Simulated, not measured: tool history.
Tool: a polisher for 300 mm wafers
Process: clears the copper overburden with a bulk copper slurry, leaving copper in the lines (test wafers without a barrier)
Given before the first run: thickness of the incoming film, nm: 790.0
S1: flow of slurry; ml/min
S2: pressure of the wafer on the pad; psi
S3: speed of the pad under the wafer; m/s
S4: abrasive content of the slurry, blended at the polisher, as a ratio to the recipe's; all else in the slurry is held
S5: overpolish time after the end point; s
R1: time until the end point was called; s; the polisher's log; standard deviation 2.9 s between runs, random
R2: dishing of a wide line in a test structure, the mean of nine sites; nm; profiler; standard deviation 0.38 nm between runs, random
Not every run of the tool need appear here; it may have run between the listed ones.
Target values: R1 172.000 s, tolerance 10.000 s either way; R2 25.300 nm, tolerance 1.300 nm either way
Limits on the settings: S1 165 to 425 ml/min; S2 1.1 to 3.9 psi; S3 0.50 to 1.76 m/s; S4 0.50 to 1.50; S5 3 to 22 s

run  hour   S1   S2    S3    S4  S5       R1      R2
  1   0.0  275  2.5  1.12  1.00  11   70.183  32.263
  2   5.3  275  2.1  1.00  1.00  10   92.916  30.122
  3   7.8  275  1.8  0.94  1.00   9  114.530  26.399
  4  16.0  275  2.0  0.94  1.00   9  103.320  27.442
  5  23.3  275  2.0  0.94  0.80   9  115.820  26.463
  6  29.2  275  2.5  0.94  0.80   9   92.642  29.769
  7  32.7  275  1.8  0.78  0.80  15  145.230  28.571
  8  35.3  275  1.8  0.78  0.80  15  146.770  28.937
  9  41.7  275  1.7  0.78  0.80  14  155.920  27.737

Below are 4 possible settings for the next run. Only one of them brings all results inside the allowed miss of their targets. Which is it?
  A  48.1  345  2.3  0.60  0.55  22   ?   ?
  B  48.1  285  1.6  0.88  0.80  14   ?   ?
  C  48.1  205  2.1  0.60  0.75  22   ?   ?
  D  48.1  340  1.5  0.76  0.90  12   ?   ?

move       R1      R2
   A  162.220  32.310
   B  144.860  28.551
   C  168.250  31.795
   D  169.440  25.179
A: moves away from the targets compared with the last run
B: moves away from the targets compared with the last run
C: moves away from the targets compared with the last run
D: each result inside its tolerance
Go with D: it meets all targets.
